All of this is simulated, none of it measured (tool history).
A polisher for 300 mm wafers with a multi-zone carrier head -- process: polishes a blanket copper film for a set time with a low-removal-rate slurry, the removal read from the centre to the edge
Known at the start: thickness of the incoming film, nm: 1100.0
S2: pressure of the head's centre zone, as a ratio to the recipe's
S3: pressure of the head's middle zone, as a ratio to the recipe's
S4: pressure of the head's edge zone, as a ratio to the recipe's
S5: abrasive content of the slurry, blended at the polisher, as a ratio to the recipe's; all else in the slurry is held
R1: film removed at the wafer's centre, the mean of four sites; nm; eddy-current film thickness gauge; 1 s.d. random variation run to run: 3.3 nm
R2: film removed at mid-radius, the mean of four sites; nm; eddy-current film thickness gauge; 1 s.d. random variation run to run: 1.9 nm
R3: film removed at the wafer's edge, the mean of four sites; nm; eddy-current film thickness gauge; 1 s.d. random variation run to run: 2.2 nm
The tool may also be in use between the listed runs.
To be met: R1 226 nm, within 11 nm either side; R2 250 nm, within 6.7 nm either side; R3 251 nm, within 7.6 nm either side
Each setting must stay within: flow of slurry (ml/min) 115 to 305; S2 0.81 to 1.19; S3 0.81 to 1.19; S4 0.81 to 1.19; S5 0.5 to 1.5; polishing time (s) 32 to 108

Run 1, hour 0: flow of slurry (ml/min) 195, S2 1, S3 1, S4 1, S5 1, polishing time (s) 70. Result: R1 210.73 nm, R2 205.48 nm, R3 216.9 nm.
Run 2, hour 6.1: flow of slurry (ml/min) 195, S2 1.09, S3 1, S4 1, S5 1, polishing time (s) 70. Result: R1 227.96 nm, R2 204.16 nm, R3 218.48 nm.
Run 3, hour 8.3: flow of slurry (ml/min) 200, S2 1.08, S3 1.01, S4 1.02, S5 1, polishing time (s) 70. Result: R1 219.75 nm, R2 206.68 nm, R3 222.42 nm.
Run 4, hour 14.6: flow of slurry (ml/min) 200, S2 1.05, S3 1.01, S4 1.02, S5 1, polishing time (s) 70. Result: R1 218.76 nm, R2 209.16 nm, R3 221.13 nm.
Run 5, hour 20.3: flow of slurry (ml/min) 200, S2 1.05, S3 1.01, S4 1.02, S5 1, polishing time (s) 81. Result: R1 254.27 nm, R2 241.75 nm, R3 252.4 nm.
Run 6, hour 26.8: flow of slurry (ml/min) 200, S2 1.04, S3 1.01, S4 1.02, S5 1, polishing time (s) 81. Result: R1 249.64 nm, R2 241.99 nm, R3 256.06 nm.
Run 7, hour 33.2: flow of slurry (ml/min) 200, S2 1.03, S3 1.01, S4 1.02, S5 1, polishing time (s) 81. Result: R1 241.43 nm, R2 243.66 nm, R3 257.51 nm.
Run 8, hour 35.5: flow of slurry (ml/min) 200, S2 1.02, S3 1.01, S4 1.02, S5 1, polishing time (s) 81. Result: R1 250.5 nm, R2 244.13 nm, R3 250.14 nm.
Run 9, hour 36.5: flow of slurry (ml/min) 200, S2 1.01, S3 1.01, S4 1.03, S5 1, polishing time (s) 81. Result: R1 242.99 nm, R2 238.67 nm, R3 258.28 nm.
Run 10, hour 40.3: flow of slurry (ml/min) 200, S2 1, S3 1.02, S4 1.03, S5 1, polishing time (s) 81. Result: R1 241.02 nm, R2 242.98 nm, R3 256.7 nm.
At hour 40.9: edge zone pressure recalibrated.
Run 11, hour 40.9: flow of slurry (ml/min) 200, S2 0.99, S3 1.03, S4 1.03, S5 1, polishing time (s) 81. Result: R1 234.52 nm, R2 247.74 nm, R3 242.77 nm.
Run 12, hour 48: flow of slurry (ml/min) 200, S2 0.99, S3 1.03, S4 1.04, S5 1, polishing time (s) 81. Result: R1 243.81 nm, R2 241.65 nm, R3 246.43 nm.
Run 13, hour 56.4: flow of slurry (ml/min) 200, S2 0.98, S3 1.03, S4 1.03, S5 1, polishing time (s) 81. Result: R1 235.19 nm, R2 245.18 nm, R3 242.9 nm.

4 next moves are on the table. One of them brings every result within its allowed miss. Which?
Run A, hour 64.8: flow of slurry (ml/min) 215, S2 1.06, S3 0.99, S4 1.08, S5 0.9, polishing time (s) 82. Result: R1 ?, R2 ?, R3 ?.
Run B, hour 64.8: flow of slurry (ml/min) 200, S2 0.84, S3 1.05, S4 1.05, S5 1, polishing time (s) 82. Result: R1 ?, R2 ?, R3 ?.
Run C, hour 64.8: flow of slurry (ml/min) 155, S2 0.93, S3 1.02, S4 1.02, S5 1.05, polishing time (s) 86. Result: R1 ?, R2 ?, R3 ?.
Run D, hour 64.8: flow of slurry (ml/min) 160, S2 0.93, S3 1.04, S4 0.92, S5 1.2, polishing time (s) 82. Result: R1 ?, R2 ?, R3 ?.

move      R1      R2      R3
   A  256.24  239.62  248.76
   B  204.56  253.11  248.34
   C  227.76  250.33  250.74
   D  224.92  250.58  235.03
A: the worst result of the last run now meets its target, but another is out of spec
B: the worst result of the last run now meets its target, but another is out of spec
C: every result within its allowed miss
D: the biggest miss grows against the last run
Answer: C
